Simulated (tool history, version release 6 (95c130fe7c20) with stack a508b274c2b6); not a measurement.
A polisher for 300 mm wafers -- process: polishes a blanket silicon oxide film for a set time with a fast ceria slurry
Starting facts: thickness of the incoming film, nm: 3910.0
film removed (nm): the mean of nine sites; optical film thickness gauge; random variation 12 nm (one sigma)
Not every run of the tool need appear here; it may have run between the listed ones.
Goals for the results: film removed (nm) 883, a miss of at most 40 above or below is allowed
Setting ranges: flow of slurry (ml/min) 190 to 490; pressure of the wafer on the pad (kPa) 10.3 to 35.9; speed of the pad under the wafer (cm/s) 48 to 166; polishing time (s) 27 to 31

run,hour,flow of slurry (ml/min),pressure of the wafer on the pad (kPa),speed of the pad under the wafer (cm/s),polishing time (s),film removed (nm)
1,0,315,22.8,106,31,573.63
2,5.5,315,22.8,106,27,498.07
3,13.7,315,19.3,106,27,425.64
4,20.6,365,19.3,106,27,436.39
5,24.6,365,21.4,106,27,481.41
6,30.1,365,23.4,106,27,510.42
7,37.1,365,25.5,108,27,572.76
# hour 42.9: slurry nozzle cleaned
8,42.9,365,26.9,108,27,615.69
9,44.3,365,28.3,108,27,661.91
10,51.1,365,29,108,27,667.98
11,57.1,365,35.9,110,27,839.63

Exercise: of the 5 proposed moves below, exactly one satisfies all targets within the stated allowed misses. Which move is it?
A,63.1,490,35.9,104,29,?
B,63.1,320,29.6,142,30,?
C,63.1,475,31,118,27,?
D,63.1,405,30.3,110,29,?
E,63.1,355,35.2,108,27,?

move,film removed (nm)
A,877.15
B,991.47
C,799.95
D,777.51
E,814.19
A: every result lands within tolerance
B: moves the result that the last run missed by most past its target, out the other side
C: moves away from the targets compared with the last run
D: moves away from the targets compared with the last run
E: moves away from the targets compared with the last run
The right move is A.
